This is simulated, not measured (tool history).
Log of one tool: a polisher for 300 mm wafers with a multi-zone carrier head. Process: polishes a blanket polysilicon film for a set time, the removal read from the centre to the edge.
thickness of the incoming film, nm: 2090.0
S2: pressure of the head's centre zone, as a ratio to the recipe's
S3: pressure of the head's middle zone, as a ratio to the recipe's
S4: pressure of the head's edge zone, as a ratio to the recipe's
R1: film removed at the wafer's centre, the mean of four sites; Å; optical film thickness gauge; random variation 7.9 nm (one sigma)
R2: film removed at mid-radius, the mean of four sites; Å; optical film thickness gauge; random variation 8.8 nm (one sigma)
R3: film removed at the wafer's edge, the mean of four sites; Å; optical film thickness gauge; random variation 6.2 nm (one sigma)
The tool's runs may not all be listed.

run 1 day=0.000 | flow_of_slurry_(ml/min)=305 S2=1.00 S3=1.00 S4=1.00 polishing_time_(s)=84 | R1=6694.7 R2=6785.9 R3=6368.6
run 2 day=0.096 | flow_of_slurry_(ml/min)=305 S2=1.00 S3=1.00 S4=1.00 polishing_time_(s)=98 | R1=7646.1 R2=7772.0 R3=7544.4
run 3 day=0.300 | flow_of_slurry_(ml/min)=305 S2=1.00 S3=0.96 S4=1.00 polishing_time_(s)=98 | R1=7694.1 R2=7531.4 R3=7529.5
run 4 day=0.492 | flow_of_slurry_(ml/min)=305 S2=1.05 S3=0.96 S4=1.00 polishing_time_(s)=98 | R1=8145.2 R2=7586.0 R3=7544.2
run 5 day=0.625 | flow_of_slurry_(ml/min)=245 S2=1.05 S3=0.96 S4=1.00 polishing_time_(s)=98 | R1=7972.5 R2=7202.6 R3=7339.6
run 6 day=0.938 | flow_of_slurry_(ml/min)=270 S2=1.08 S3=0.95 S4=1.01 polishing_time_(s)=100 | R1=8541.4 R2=7483.8 R3=7662.9
run 7 day=1.204 | flow_of_slurry_(ml/min)=295 S2=1.10 S3=0.94 S4=1.02 polishing_time_(s)=101 | R1=8846.2 R2=7467.4 R3=7724.8
run 8 day=1.546 | flow_of_slurry_(ml/min)=305 S2=1.12 S3=0.94 S4=1.04 polishing_time_(s)=102 | R1=9056.4 R2=7639.6 R3=7935.4
run 9 day=1.800 | flow_of_slurry_(ml/min)=315 S2=1.14 S3=0.93 S4=1.04 polishing_time_(s)=104 | R1=9445.9 R2=7752.7 R3=8085.0
run 10 day=2.038 | flow_of_slurry_(ml/min)=320 S2=1.15 S3=0.92 S4=1.04 polishing_time_(s)=105 | R1=9479.2 R2=7837.9 R3=8254.3
run 11 day=2.279 | flow_of_slurry_(ml/min)=300 S2=1.16 S3=0.92 S4=1.04 polishing_time_(s)=106 | R1=9845.8 R2=7879.7 R3=8192.8

The next listed run, before its measurement:
run 12 day=2.417 | flow_of_slurry_(ml/min)=300 S2=1.17 S3=0.91 S4=1.04 polishing_time_(s)=107 | R1=? R2=? R3=?

{"run 12": {"R1": 10011.0, "R2": 7700.8, "R3": 8311.1}}
